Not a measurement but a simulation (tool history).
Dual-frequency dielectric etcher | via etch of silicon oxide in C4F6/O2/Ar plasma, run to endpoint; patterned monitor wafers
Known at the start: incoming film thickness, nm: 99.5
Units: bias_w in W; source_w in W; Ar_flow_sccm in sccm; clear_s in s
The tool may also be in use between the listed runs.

Run 1, hour 0.0: bias_w 517 W, source_w 250 W, Ar_flow_sccm 273 sccm. Result: clear_s 24.751 s.
Run 2, hour 8.4: bias_w 546 W, source_w 250 W, Ar_flow_sccm 272 sccm. Result: clear_s 24.035 s.
Run 3, hour 12.4: bias_w 546 W, source_w 240 W, Ar_flow_sccm 272 sccm. Result: clear_s 24.561 s.
Run 4, hour 21.3: bias_w 572 W, source_w 240 W, Ar_flow_sccm 271 sccm. Result: clear_s 24.069 s.
Run 5, hour 28.2: bias_w 506 W, source_w 240 W, Ar_flow_sccm 271 sccm. Result: clear_s 25.148 s.
Run 6, hour 33.2: bias_w 445 W, source_w 240 W, Ar_flow_sccm 271 sccm. Result: clear_s 26.501 s.

The next listed run, before its measurement:
Run 7, hour 40.5: bias_w 548 W, source_w 260 W, Ar_flow_sccm 265 sccm. Result: clear_s ?.

Run 7 gave clear_s 23.620 s.
